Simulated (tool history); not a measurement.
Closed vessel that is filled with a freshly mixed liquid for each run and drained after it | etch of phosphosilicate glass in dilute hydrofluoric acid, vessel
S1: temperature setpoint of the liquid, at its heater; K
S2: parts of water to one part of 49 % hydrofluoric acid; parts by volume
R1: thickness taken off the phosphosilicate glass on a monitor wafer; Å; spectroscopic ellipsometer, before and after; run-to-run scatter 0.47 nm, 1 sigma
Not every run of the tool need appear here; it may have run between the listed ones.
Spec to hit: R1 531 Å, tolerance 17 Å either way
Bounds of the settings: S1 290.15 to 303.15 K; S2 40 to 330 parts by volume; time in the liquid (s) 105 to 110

{"run": 1, "hour": 0.0, "S1": 295.15, "S2": 185, "time in the liquid (s)": 105, "R1": 391.9}
{"run": 2, "hour": 4.8, "S1": 295.15, "S2": 125, "time in the liquid (s)": 105, "R1": 624.67}
{"run": 3, "hour": 10.3, "S1": 297.65, "S2": 125, "time in the liquid (s)": 105, "R1": 673.23}
{"run": 4, "hour": 17.2, "S1": 296.15, "S2": 125, "time in the liquid (s)": 105, "R1": 641.35}
{"run": 5, "hour": 21.6, "S1": 296.15, "S2": 95, "time in the liquid (s)": 105, "R1": 865.37}
{"run": 6, "hour": 25.7, "S1": 294.15, "S2": 95, "time in the liquid (s)": 105, "R1": 801.88}
{"run": 7, "hour": 28.9, "S1": 293.65, "S2": 105, "time in the liquid (s)": 105, "R1": 707.42}
{"run": 8, "hour": 36.7, "S1": 293.15, "S2": 110, "time in the liquid (s)": 105, "R1": 652.22}
{"run": 9, "hour": 41.1, "S1": 292.65, "S2": 110, "time in the liquid (s)": 105, "R1": 636.9}
{"run": 10, "hour": 47.9, "S1": 290.15, "S2": 125, "time in the liquid (s)": 105, "R1": 494.53}

Exercise: of the 5 proposed moves below, exactly one satisfies all targets within the stated allowed misses. Which move is it?
{"run": "A", "hour": 54.7, "S1": 290.15, "S2": 115, "time in the liquid (s)": 110, "R1": "?"}
{"run": "B", "hour": 54.7, "S1": 294.15, "S2": 150, "time in the liquid (s)": 110, "R1": "?"}
{"run": "C", "hour": 54.7, "S1": 292.65, "S2": 130, "time in the liquid (s)": 105, "R1": "?"}
{"run": "D", "hour": 54.7, "S1": 291.15, "S2": 130, "time in the liquid (s)": 105, "R1": "?"}
{"run": "E", "hour": 54.7, "S1": 290.15, "S2": 135, "time in the liquid (s)": 105, "R1": "?"}

move=A R1=569.2
move=B R1=495.01
move=C R1=524.5
move=D R1=493.38
move=E R1=453.65
A: moves the result that the last run missed by most past its target, out the other side
B: just as far off the targets as the last run
C: all results land within tolerance of their targets
D: just as far off the targets as the last run
E: moves away from the targets compared with the last run
Correct choice: C, which meets every target
